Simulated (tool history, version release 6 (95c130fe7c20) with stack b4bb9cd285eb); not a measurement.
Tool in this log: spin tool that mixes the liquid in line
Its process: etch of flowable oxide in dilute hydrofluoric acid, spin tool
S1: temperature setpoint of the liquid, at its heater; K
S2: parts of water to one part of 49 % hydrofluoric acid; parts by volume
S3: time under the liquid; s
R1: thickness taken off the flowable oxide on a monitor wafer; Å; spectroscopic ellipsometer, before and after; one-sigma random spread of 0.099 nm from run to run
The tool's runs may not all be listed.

| run | hour | S1 | S2 | S3 | R1 |
|---|---|---|---|---|---|
| 1 | 0.0 | 299.15 | 75 | 15 | 143.66 |
| 2 | 6.4 | 301.65 | 70 | 15 | 170.18 |
| 3 | 8.2 | 301.65 | 55 | 15 | 222.09 |
| 4 | 15.4 | 301.65 | 30 | 15 | 421.05 |
| 5 | 17.8 | 299.15 | 30 | 15 | 382.35 |
| 6 | 19.5 | 296.15 | 30 | 15 | 335.74 |
| 7 | 21.2 | 294.65 | 35 | 15 | 270.12 |

The next listed run, before its measurement:
| 8 | 23.1 | 293.65 | 35 | 15 | ? |

R1: 258.05 Å
